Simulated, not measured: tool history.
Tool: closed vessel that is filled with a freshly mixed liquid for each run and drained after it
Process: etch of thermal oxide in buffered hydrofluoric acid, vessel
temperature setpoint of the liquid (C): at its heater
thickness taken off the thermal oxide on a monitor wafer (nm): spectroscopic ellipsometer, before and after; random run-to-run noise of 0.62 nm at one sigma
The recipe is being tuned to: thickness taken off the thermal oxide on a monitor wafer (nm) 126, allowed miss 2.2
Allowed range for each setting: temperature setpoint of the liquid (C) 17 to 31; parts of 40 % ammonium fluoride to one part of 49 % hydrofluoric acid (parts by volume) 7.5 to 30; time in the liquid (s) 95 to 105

run  hour  temperature setpoint of the liquid (C)  parts of 40 % ammonium fluoride to one part of 49 % hydrofluoric acid (parts by volume)  time in the liquid (s)  thickness taken off the thermal oxide on a monitor wafer (nm)
  1     0                                      23                                                                                       21                      95                                                         53.184
  2   5.6                                      23                                                                                       21                     105                                                          58.82
  3  13.8                                      25                                                                                       21                     105                                                         65.763
  4  17.5                                    26.5                                                                                       19                     105                                                         77.473
  5  20.4                                    26.5                                                                                     14.5                     105                                                         101.34
  6  21.3                                    27.5                                                                                     14.5                     105                                                         106.99
  7    27                                      28                                                                                     14.5                     105                                                         110.04
  8    29                                    28.5                                                                                     14.5                     105                                                            112
  9  31.8                                      29                                                                                     14.5                     105                                                         115.48
 10  34.3                                    29.5                                                                                     14.5                     105                                                         119.15
 11  40.6                                      30                                                                                     14.5                     105                                                         122.68

Below are 4 possible settings for the next run. Only one of them brings all results inside the allowed miss of their targets. Which is it?
  A  46.9                                    30.5                                                                                     12.5                      95                                                              ?
  B  46.9                                    26.5                                                                                     10.5                      95                                                              ?
  C  46.9                                      30                                                                                     13.5                      95                                                              ?
  D  46.9                                    29.5                                                                                     13.5                     100                                                              ?

move  thickness taken off the thermal oxide on a monitor wafer (nm)
   A                                                         130.53
   B                                                         125.16
   C                                                         117.94
   D                                                         120.92
A: moves the result that the last run missed by most past its target, out the other side
B: all results in spec
C: moves away from the targets compared with the last run
D: moves away from the targets compared with the last run
Answer: B

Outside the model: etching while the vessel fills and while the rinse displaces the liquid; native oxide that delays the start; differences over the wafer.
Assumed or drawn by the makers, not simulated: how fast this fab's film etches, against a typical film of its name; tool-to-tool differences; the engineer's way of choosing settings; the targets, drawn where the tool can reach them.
